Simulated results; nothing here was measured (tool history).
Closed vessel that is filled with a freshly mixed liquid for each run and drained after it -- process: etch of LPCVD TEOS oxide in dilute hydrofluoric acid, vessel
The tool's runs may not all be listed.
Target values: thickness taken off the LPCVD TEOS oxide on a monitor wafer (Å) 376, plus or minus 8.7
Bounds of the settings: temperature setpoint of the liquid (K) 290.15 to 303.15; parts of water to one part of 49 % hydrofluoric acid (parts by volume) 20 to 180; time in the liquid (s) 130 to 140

run,hour,temperature setpoint of the liquid (K),parts of water to one part of 49 % hydrofluoric acid (parts by volume),time in the liquid (s),thickness taken off the LPCVD TEOS oxide on a monitor wafer (Å)
1,0,295.15,100,130,421.7
2,1.7,295.15,100,130,418.39
3,4.4,294.65,100,130,413.57
4,7.3,294.15,100,130,406.2
5,14,296.15,100,130,434.59
6,14.9,298.65,100,130,481.02
7,20.2,298.65,100,130,485.85
8,20.8,297.65,100,130,461.03
9,29.1,297.15,100,130,457.43
10,30.7,296.65,100,130,446.68
11,35.3,296.15,100,130,437.65
12,43.1,295.65,100,130,431.98
13,51,295.15,100,130,422.32

Of the 4 settings listed for the next run, only one would bring every result within its allowed miss of target. Which one?
A,58.9,291.65,100,135,?
B,58.9,295.15,105,130,?
C,58.9,296.65,110,130,?
D,58.9,298.65,100,130,?

move,thickness taken off the LPCVD TEOS oxide on a monitor wafer (Å)
A,381.19
B,400.39
C,402.84
D,485.58
A: all results in spec
B: gains on the last run, yet a result remains outside its allowed miss
C: gains on the last run, yet a result remains outside its allowed miss
D: its largest miss is bigger than the last run's
A meets every target.

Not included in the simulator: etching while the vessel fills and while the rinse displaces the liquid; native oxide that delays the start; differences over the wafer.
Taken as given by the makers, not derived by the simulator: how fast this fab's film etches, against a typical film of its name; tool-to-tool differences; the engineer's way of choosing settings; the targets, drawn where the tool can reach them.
